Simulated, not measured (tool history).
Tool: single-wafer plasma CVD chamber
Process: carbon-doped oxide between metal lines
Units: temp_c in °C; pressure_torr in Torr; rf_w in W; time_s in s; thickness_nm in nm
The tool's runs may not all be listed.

Run 1, hour 0.0: temp_c 335 °C, pressure_torr 6.30 Torr, rf_w 610 W, time_s 12.9 s. Result: thickness_nm 90.799 nm.
Run 2, hour 3.7: temp_c 335 °C, pressure_torr 6.30 Torr, rf_w 610 W, time_s 12.3 s. Result: thickness_nm 86.675 nm.
Run 3, hour 11.5: temp_c 344 °C, pressure_torr 6.30 Torr, rf_w 610 W, time_s 12.3 s. Result: thickness_nm 84.682 nm.
Run 4, hour 12.1: temp_c 344 °C, pressure_torr 7.31 Torr, rf_w 610 W, time_s 12.3 s. Result: thickness_nm 86.015 nm.
Run 5, hour 14.9: temp_c 338 °C, pressure_torr 7.31 Torr, rf_w 610 W, time_s 12.3 s. Result: thickness_nm 86.503 nm.
Run 6, hour 19.7: temp_c 338 °C, pressure_torr 7.31 Torr, rf_w 610 W, time_s 12.3 s. Result: thickness_nm 87.604 nm.
Run 7, hour 21.1: temp_c 341 °C, pressure_torr 7.11 Torr, rf_w 590 W, time_s 12.3 s. Result: thickness_nm 84.711 nm.

The next listed run, before its measurement:
Run 8, hour 24.4: temp_c 343 °C, pressure_torr 7.01 Torr, rf_w 575 W, time_s 12.3 s. Result: thickness_nm ?.

{"run 8": {"thickness_nm": 83.766}}
